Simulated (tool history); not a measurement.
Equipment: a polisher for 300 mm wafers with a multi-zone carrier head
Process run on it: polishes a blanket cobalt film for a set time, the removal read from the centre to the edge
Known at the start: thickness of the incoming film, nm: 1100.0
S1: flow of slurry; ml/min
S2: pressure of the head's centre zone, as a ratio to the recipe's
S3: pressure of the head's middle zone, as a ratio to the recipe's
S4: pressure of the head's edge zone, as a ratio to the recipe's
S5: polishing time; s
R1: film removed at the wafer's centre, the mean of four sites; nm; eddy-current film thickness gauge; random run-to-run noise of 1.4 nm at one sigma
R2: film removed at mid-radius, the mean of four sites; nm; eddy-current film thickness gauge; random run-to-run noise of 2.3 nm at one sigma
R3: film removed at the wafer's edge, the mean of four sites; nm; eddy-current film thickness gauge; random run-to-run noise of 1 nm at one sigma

{"run": 1, "hour": 0.0, "S1": 210, "S2": 1.0, "S3": 1.0, "S4": 1.0, "S5": 41, "R1": 220.03, "R2": 218.33, "R3": 235.25}
{"run": 2, "hour": 0.6, "S1": 210, "S2": 1.0, "S3": 1.0, "S4": 1.0, "S5": 46, "R1": 244.57, "R2": 255.5, "R3": 262.06}
{"run": 3, "hour": 7.9, "S1": 210, "S2": 1.0, "S3": 1.0, "S4": 1.0, "S5": 53, "R1": 284.6, "R2": 284.36, "R3": 300.37}
{"run": 4, "hour": 13.5, "S1": 210, "S2": 1.0, "S3": 1.0, "S4": 0.94, "S5": 53, "R1": 286.18, "R2": 283.27, "R3": 297.44}
{"run": 5, "hour": 21.3, "S1": 200, "S2": 0.97, "S3": 1.03, "S4": 0.92, "S5": 43, "R1": 218.67, "R2": 231.04, "R3": 237.32}
{"run": 6, "hour": 26.5, "S1": 200, "S2": 1.0, "S3": 1.03, "S4": 0.92, "S5": 43, "R1": 224.74, "R2": 232.85, "R3": 233.99}
{"run": 7, "hour": 33.6, "S1": 185, "S2": 0.98, "S3": 1.05, "S4": 0.89, "S5": 37, "R1": 191.61, "R2": 204.18, "R3": 199.26}
{"run": 8, "hour": 42.1, "S1": 170, "S2": 0.95, "S3": 1.06, "S4": 0.87, "S5": 34, "R1": 168.11, "R2": 183.24, "R3": 177.15}
{"run": 9, "hour": 49.5, "S1": 160, "S2": 0.92, "S3": 1.07, "S4": 0.85, "S5": 33, "R1": 156.18, "R2": 186.36, "R3": 170.02}
{"run": 10, "hour": 53.2, "S1": 155, "S2": 0.9, "S3": 1.04, "S4": 0.84, "S5": 32, "R1": 145.51, "R2": 168.41, "R3": 164.58}

Forecast run 11:
{"run": 11, "hour": 56.1, "S1": 150, "S2": 0.89, "S3": 1.04, "S4": 0.83, "S5": 31, "R1": "?", "R2": "?", "R3": "?"}

{"run 11": {"R1": 139.08, "R2": 164.59, "R3": 157.33}}

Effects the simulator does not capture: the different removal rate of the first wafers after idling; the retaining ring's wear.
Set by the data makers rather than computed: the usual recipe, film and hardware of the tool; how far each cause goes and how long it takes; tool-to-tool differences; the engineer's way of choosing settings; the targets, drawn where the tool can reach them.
